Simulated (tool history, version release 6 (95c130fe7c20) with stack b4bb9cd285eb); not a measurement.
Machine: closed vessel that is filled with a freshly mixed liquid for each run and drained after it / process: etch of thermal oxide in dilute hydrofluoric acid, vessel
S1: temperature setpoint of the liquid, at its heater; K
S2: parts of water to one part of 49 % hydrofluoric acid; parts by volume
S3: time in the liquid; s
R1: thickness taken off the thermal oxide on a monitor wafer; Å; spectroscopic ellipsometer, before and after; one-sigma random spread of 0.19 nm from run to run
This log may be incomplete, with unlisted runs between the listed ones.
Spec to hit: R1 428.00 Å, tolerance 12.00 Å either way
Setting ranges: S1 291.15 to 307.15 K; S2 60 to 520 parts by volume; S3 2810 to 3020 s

{"run": 1, "hour": 0.0, "S1": 299.15, "S2": 290, "S3": 2810, "R1": 346.77}
{"run": 2, "hour": 7.0, "S1": 299.15, "S2": 195, "S3": 2810, "R1": 568.21}
{"run": 3, "hour": 13.4, "S1": 298.15, "S2": 195, "S3": 2810, "R1": 545.7}
{"run": 4, "hour": 19.5, "S1": 297.65, "S2": 195, "S3": 2810, "R1": 540.17}
{"run": 5, "hour": 21.0, "S1": 297.15, "S2": 195, "S3": 2810, "R1": 526.51}
{"run": 6, "hour": 28.8, "S1": 297.15, "S2": 195, "S3": 3020, "R1": 564.36}
{"run": 7, "hour": 34.7, "S1": 296.65, "S2": 195, "S3": 3020, "R1": 555.94}
{"run": 8, "hour": 38.2, "S1": 292.65, "S2": 220, "S3": 3020, "R1": 415.4}

Below are 5 possible settings for the next run. Only one of them brings all results inside the allowed miss of their targets. Which is it?
{"run": "A", "hour": 41.7, "S1": 293.65, "S2": 220, "S3": 3020, "R1": "?"}
{"run": "B", "hour": 41.7, "S1": 292.65, "S2": 205, "S3": 3020, "R1": "?"}
{"run": "C", "hour": 41.7, "S1": 292.15, "S2": 225, "S3": 3020, "R1": "?"}
{"run": "D", "hour": 41.7, "S1": 292.65, "S2": 210, "S3": 2810, "R1": "?"}
{"run": "E", "hour": 41.7, "S1": 292.65, "S2": 225, "S3": 3020, "R1": "?"}

move=A R1=428.76
move=B R1=449.31
move=C R1=393.99
move=D R1=406.15
move=E R1=401.62
A: every result within its allowed miss
B: moves the result that the last run missed by most past its target, out the other side
C: lands further from the targets than the last run did
D: lands further from the targets than the last run did
E: lands further from the targets than the last run did
A is the move that brings every result within its allowed miss.
